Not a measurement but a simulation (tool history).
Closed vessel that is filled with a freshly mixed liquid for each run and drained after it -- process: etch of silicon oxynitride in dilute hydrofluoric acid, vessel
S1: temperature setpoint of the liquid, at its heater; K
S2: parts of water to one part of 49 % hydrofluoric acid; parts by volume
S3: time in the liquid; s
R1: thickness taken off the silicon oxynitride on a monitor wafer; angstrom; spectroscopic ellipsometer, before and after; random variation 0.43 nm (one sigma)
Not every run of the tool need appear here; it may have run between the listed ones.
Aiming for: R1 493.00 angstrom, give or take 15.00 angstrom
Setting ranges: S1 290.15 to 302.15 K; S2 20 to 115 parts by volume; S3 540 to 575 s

run 1 hour=0.0 | S1=294.15 S2=65 S3=540 | R1=390.26
run 2 hour=2.7 | S1=294.15 S2=85 S3=540 | R1=291.87
run 3 hour=9.3 | S1=294.15 S2=70 S3=540 | R1=364.96
run 4 hour=11.2 | S1=291.65 S2=70 S3=540 | R1=318.64
run 5 hour=15.9 | S1=294.15 S2=70 S3=540 | R1=357.41
run 6 hour=18.0 | S1=296.15 S2=70 S3=540 | R1=398.13
run 7 hour=22.5 | S1=297.65 S2=70 S3=540 | R1=427.47
run 8 hour=29.9 | S1=298.65 S2=70 S3=540 | R1=444.53
run 9 hour=35.5 | S1=299.15 S2=70 S3=540 | R1=457.84
run 10 hour=43.8 | S1=299.65 S2=70 S3=540 | R1=465.05

Exactly one of the 5 candidate moves below puts every result within its allowed miss. Which one?
run A hour=52.1 | S1=299.15 S2=65 S3=575 | R1=?
run B hour=52.1 | S1=299.65 S2=65 S3=555 | R1=?
run C hour=52.1 | S1=301.15 S2=70 S3=565 | R1=?
run D hour=52.1 | S1=302.15 S2=80 S3=575 | R1=?
run E hour=52.1 | S1=297.65 S2=60 S3=570 | R1=?

move=A R1=528.79
move=B R1=522.64
move=C R1=527.61
move=D R1=487.21
move=E R1=530.83
A: pushes the last run's worst result past its target
B: pushes the last run's worst result past its target
C: pushes the last run's worst result past its target
D: hits every target within its allowed miss
E: pushes the last run's worst result past its target
D meets every target.
